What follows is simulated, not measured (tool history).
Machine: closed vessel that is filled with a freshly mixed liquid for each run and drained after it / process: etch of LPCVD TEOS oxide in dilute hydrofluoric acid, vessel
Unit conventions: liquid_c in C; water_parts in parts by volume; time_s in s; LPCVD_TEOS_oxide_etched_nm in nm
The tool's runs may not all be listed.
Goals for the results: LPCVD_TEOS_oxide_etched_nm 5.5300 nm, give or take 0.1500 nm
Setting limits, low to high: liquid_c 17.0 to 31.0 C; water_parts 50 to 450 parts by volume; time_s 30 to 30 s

{"run": 1, "day": 0.0, "liquid_c": 23.0, "water_parts": 250, "time_s": 30, "LPCVD_TEOS_oxide_etched_nm": 4.5797}
{"run": 2, "day": 0.312, "liquid_c": 23.0, "water_parts": 320, "time_s": 30, "LPCVD_TEOS_oxide_etched_nm": 3.3725}
{"run": 3, "day": 0.65, "liquid_c": 25.0, "water_parts": 310, "time_s": 30, "LPCVD_TEOS_oxide_etched_nm": 3.7264}
{"run": 4, "day": 0.817, "liquid_c": 25.0, "water_parts": 310, "time_s": 30, "LPCVD_TEOS_oxide_etched_nm": 3.7089}
{"run": 5, "day": 1.158, "liquid_c": 25.0, "water_parts": 240, "time_s": 30, "LPCVD_TEOS_oxide_etched_nm": 5.1243}
{"run": 6, "day": 1.354, "liquid_c": 25.5, "water_parts": 240, "time_s": 30, "LPCVD_TEOS_oxide_etched_nm": 5.2736}
{"run": 7, "day": 1.496, "liquid_c": 26.0, "water_parts": 240, "time_s": 30, "LPCVD_TEOS_oxide_etched_nm": 5.3784}
{"run": 8, "day": 1.767, "liquid_c": 26.0, "water_parts": 240, "time_s": 30, "LPCVD_TEOS_oxide_etched_nm": 5.3496}

Which of these 4 next moves meets every target?
{"run": "A", "day": 2.038, "liquid_c": 26.0, "water_parts": 245, "time_s": 30, "LPCVD_TEOS_oxide_etched_nm": "?"}
{"run": "B", "day": 2.038, "liquid_c": 25.5, "water_parts": 230, "time_s": 30, "LPCVD_TEOS_oxide_etched_nm": "?"}
{"run": "C", "day": 2.038, "liquid_c": 27.0, "water_parts": 255, "time_s": 30, "LPCVD_TEOS_oxide_etched_nm": "?"}
{"run": "D", "day": 2.038, "liquid_c": 28.5, "water_parts": 240, "time_s": 30, "LPCVD_TEOS_oxide_etched_nm": "?"}

move=A LPCVD_TEOS_oxide_etched_nm=5.1521
move=B LPCVD_TEOS_oxide_etched_nm=5.4794
move=C LPCVD_TEOS_oxide_etched_nm=5.0702
move=D LPCVD_TEOS_oxide_etched_nm=5.7665
A: its largest miss is bigger than the last run's
B: in spec on every target
C: its largest miss is bigger than the last run's
D: moves the result that the last run missed by most past its target, out the other side
B meets every target.

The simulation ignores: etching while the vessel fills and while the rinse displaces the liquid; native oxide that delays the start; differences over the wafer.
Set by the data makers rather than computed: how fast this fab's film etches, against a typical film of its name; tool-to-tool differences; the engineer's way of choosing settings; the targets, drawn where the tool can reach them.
